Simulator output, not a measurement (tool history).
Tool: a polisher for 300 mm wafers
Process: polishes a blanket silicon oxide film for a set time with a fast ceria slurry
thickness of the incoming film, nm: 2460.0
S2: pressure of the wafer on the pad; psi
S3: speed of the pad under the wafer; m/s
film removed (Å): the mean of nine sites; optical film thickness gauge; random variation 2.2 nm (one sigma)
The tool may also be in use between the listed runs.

Run 1, hour 0: flow of slurry (ml/min) 295, S2 1.7 psi, S3 0.78 m/s, polishing time (s) 65. Result: film removed (Å) 4569.3.
Run 2, hour 4.6: flow of slurry (ml/min) 295, S2 1.7 psi, S3 0.78 m/s, polishing time (s) 59. Result: film removed (Å) 4146.3.
Run 3, hour 8.4: flow of slurry (ml/min) 295, S2 1.7 psi, S3 0.78 m/s, polishing time (s) 59. Result: film removed (Å) 4167.4.
Run 4, hour 15.7: flow of slurry (ml/min) 295, S2 1.6 psi, S3 0.76 m/s, polishing time (s) 59. Result: film removed (Å) 3832.7.
Run 5, hour 20.7: flow of slurry (ml/min) 295, S2 1.5 psi, S3 0.74 m/s, polishing time (s) 59. Result: film removed (Å) 3565.5.
Run 6, hour 25.7: flow of slurry (ml/min) 295, S2 1.4 psi, S3 0.72 m/s, polishing time (s) 59. Result: film removed (Å) 3186.1.

Forecast run 7:
Run 7, hour 29.1: flow of slurry (ml/min) 295, S2 1.3 psi, S3 0.7 m/s, polishing time (s) 59. Result: film removed (Å) ?.

Run 7 gave film removed (Å) 3009.8.

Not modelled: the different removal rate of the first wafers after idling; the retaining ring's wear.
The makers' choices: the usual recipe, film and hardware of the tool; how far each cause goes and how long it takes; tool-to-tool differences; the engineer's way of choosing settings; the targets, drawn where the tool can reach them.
